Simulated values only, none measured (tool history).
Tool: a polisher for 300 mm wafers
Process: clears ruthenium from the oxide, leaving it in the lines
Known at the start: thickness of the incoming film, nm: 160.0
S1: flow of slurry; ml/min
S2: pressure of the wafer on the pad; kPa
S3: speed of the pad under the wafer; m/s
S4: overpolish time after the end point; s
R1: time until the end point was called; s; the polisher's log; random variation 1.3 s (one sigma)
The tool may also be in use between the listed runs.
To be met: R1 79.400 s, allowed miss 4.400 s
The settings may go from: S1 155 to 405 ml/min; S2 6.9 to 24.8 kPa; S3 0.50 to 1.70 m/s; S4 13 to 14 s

| run | hour | S1 | S2 | S3 | S4 | R1 |
|---|---|---|---|---|---|---|
| 1 | 0.0 | 260 | 15.9 | 1.10 | 13 | 104.550 |
| 2 | 2.6 | 260 | 16.5 | 1.10 | 13 | 100.620 |
| 3 | 8.7 | 300 | 16.5 | 1.10 | 13 | 101.270 |
| 4 | 9.3 | 300 | 17.2 | 1.10 | 13 | 96.660 |
| 5 | 18.1 | 300 | 17.9 | 1.10 | 13 | 94.556 |
| 6 | 23.4 | 300 | 18.6 | 1.10 | 13 | 92.758 |
| 7 | 28.4 | 300 | 19.3 | 1.10 | 13 | 88.399 |
| 8 | 30.9 | 300 | 20.0 | 1.10 | 13 | 86.185 |
| 9 | 35.0 | 300 | 20.7 | 1.10 | 13 | 87.333 |

Which of these 4 next moves meets every target?
| A | 39.1 | 320 | 20.7 | 1.36 | 13 | ? |
| B | 39.1 | 285 | 20.0 | 1.02 | 13 | ? |
| C | 39.1 | 330 | 21.4 | 1.12 | 13 | ? |
| D | 39.1 | 280 | 22.1 | 1.24 | 13 | ? |

| move | R1 |
|---|---|
| A | 68.305 |
| B | 93.462 |
| C | 80.295 |
| D | 71.805 |
A: takes the result that was furthest off past its target
B: further off than the last run
C: meets every target
D: takes the result that was furthest off past its target
Answer: C
